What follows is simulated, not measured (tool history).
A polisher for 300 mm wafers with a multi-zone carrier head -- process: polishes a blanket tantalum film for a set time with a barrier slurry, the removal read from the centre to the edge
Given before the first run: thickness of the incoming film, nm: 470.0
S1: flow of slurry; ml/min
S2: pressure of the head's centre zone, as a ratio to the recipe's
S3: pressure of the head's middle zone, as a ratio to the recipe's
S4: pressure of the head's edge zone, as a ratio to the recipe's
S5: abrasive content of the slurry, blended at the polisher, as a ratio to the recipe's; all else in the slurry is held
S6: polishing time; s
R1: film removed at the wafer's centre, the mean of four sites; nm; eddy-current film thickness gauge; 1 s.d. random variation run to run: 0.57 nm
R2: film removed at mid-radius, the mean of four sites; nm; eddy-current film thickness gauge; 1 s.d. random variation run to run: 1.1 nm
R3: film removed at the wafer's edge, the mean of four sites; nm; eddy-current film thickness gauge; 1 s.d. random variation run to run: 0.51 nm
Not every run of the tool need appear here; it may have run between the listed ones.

run 1 day=0 | S1=165 S2=1 S3=1 S4=1 S5=1 S6=32 | R1=55.022 R2=54.019 R3=57.275
run 2 day=0.246 | S1=165 S2=1 S3=1.04 S4=1 S5=1 S6=32 | R1=55.063 R2=56.286 R3=57.787
run 3 day=0.496 | S1=180 S2=1.02 S3=1.07 S4=1.05 S5=1.15 S6=33 | R1=61.142 R2=62.778 R3=63.973
run 4 day=0.629 | S1=180 S2=1.02 S3=1.11 S4=1.05 S5=1.15 S6=33 | R1=61.516 R2=66.513 R3=64.326
run 5 day=0.808 | S1=155 S2=1.02 S3=1.11 S4=1.05 S5=1.15 S6=33 | R1=60.586 R2=64.241 R3=63.175
run 6 day=0.883 | S1=155 S2=1.02 S3=1.11 S4=1.05 S5=1.05 S6=33 | R1=58.75 R2=62.219 R3=61.442
run 7 day=1.138 | S1=170 S2=1.04 S3=1.11 S4=1.09 S5=1.15 S6=33 | R1=61.096 R2=65.648 R3=64.178

Run 8 comes next. What will it give?
run 8 day=1.475 | S1=180 S2=1.05 S3=1.1 S4=1.11 S5=1.25 S6=34 | R1=? R2=? R3=?

{"run 8": {"R1": 66.813, "R2": 67.402, "R3": 69.86}}
